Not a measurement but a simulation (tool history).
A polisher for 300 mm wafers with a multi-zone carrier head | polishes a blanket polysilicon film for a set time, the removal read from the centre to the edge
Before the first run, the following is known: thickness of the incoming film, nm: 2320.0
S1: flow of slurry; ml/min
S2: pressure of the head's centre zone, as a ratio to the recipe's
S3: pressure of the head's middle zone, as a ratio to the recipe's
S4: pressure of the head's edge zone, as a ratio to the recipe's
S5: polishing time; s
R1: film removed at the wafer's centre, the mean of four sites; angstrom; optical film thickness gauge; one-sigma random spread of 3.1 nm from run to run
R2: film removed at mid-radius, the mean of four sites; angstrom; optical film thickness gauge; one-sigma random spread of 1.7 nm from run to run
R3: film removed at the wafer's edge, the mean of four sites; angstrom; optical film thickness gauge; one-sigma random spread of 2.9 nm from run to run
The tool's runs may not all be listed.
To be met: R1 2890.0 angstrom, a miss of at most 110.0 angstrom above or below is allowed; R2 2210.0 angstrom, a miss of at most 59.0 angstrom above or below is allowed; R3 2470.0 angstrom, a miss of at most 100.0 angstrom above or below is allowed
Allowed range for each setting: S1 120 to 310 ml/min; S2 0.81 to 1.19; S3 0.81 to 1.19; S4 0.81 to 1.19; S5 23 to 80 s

{"run": 1, "hour": 0.0, "S1": 200, "S2": 1.0, "S3": 1.0, "S4": 1.0, "S5": 51, "R1": 3803.3, "R2": 3747.1, "R3": 3747.2}
{"run": 2, "hour": 4.8, "S1": 190, "S2": 1.03, "S3": 0.95, "S4": 0.97, "S5": 46, "R1": 3427.7, "R2": 3217.9, "R3": 3377.3}
{"run": 3, "hour": 7.5, "S1": 195, "S2": 1.08, "S3": 0.92, "S4": 0.93, "S5": 42, "R1": 3324.8, "R2": 2868.4, "R3": 2987.0}
{"run": 4, "hour": 9.0, "S1": 185, "S2": 1.09, "S3": 0.89, "S4": 0.91, "S5": 40, "R1": 3120.8, "R2": 2612.3, "R3": 2740.5}
{"run": 5, "hour": 12.9, "S1": 170, "S2": 1.1, "S3": 0.87, "S4": 0.91, "S5": 40, "R1": 3093.8, "R2": 2577.8, "R3": 2748.2}
{"run": 6, "hour": 17.2, "S1": 170, "S2": 1.1, "S3": 0.87, "S4": 0.86, "S5": 40, "R1": 3176.0, "R2": 2545.9, "R3": 2686.7}
{"run": 7, "hour": 21.7, "S1": 165, "S2": 1.11, "S3": 0.85, "S4": 0.87, "S5": 39, "R1": 3069.1, "R2": 2378.3, "R3": 2584.4}
{"run": 8, "hour": 28.2, "S1": 130, "S2": 1.1, "S3": 0.82, "S4": 0.86, "S5": 38, "R1": 2818.5, "R2": 2165.3, "R3": 2438.4}

Consider the 5 candidate settings below. Which is the only one whose results all fall within their allowed miss of target?
{"run": "A", "hour": 34.7, "S1": 150, "S2": 1.13, "S3": 0.83, "S4": 0.87, "S5": 37, "R1": "?", "R2": "?", "R3": "?"}
{"run": "B", "hour": 34.7, "S1": 140, "S2": 1.09, "S3": 0.81, "S4": 0.85, "S5": 36, "R1": "?", "R2": "?", "R3": "?"}
{"run": "C", "hour": 34.7, "S1": 120, "S2": 1.04, "S3": 0.82, "S4": 0.82, "S5": 40, "R1": "?", "R2": "?", "R3": "?"}
{"run": "D", "hour": 34.7, "S1": 120, "S2": 1.06, "S3": 0.81, "S4": 0.94, "S5": 38, "R1": "?", "R2": "?", "R3": "?"}
{"run": "E", "hour": 34.7, "S1": 130, "S2": 1.19, "S3": 0.89, "S4": 0.81, "S5": 37, "R1": "?", "R2": "?", "R3": "?"}

move=A R1=2842.4 R2=2191.6 R3=2473.2
move=B R1=2618.7 R2=2057.9 R3=2355.0
move=C R1=2647.9 R2=2216.5 R3=2501.9
move=D R1=2564.0 R2=2084.3 R3=2529.0
move=E R1=2879.4 R2=2240.1 R3=2335.9
A: each result inside its tolerance
B: lands further from the targets than the last run did
C: gets the furthest-off result to its target, but another result is out of tolerance
D: lands further from the targets than the last run did
E: gets the furthest-off result to its target, but another result is out of tolerance
Correct choice: A, which meets every target
